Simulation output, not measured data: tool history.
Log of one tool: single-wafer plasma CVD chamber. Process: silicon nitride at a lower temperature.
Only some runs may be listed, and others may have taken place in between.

run  hour  heater temperature setpoint (deg C)  chamber pressure (Torr)  RF power (W)  deposition time (s)  mean film thickness on the monitor wafer (Å)
  1   0.0                                  360                     1.41           370                 36.7                                        459.99
  2   3.8                                  360                     1.47           370                 36.7                                        466.47
  3   9.4                                  365                     1.47           370                 36.7                                        465.60
  4  14.9                                  365                     1.58           370                 36.7                                        473.98
  5  22.3                                  365                     1.62           375                 36.7                                        480.81
  6  30.4                                  365                     1.47           375                 36.7                                        473.44
  7  36.4                                  365                     1.52           380                 36.7                                        478.90

Expected results for the next run?
  8  40.8                                  365                     1.56           380                 36.7                                             ?

mean film thickness on the monitor wafer (Å): 482.24

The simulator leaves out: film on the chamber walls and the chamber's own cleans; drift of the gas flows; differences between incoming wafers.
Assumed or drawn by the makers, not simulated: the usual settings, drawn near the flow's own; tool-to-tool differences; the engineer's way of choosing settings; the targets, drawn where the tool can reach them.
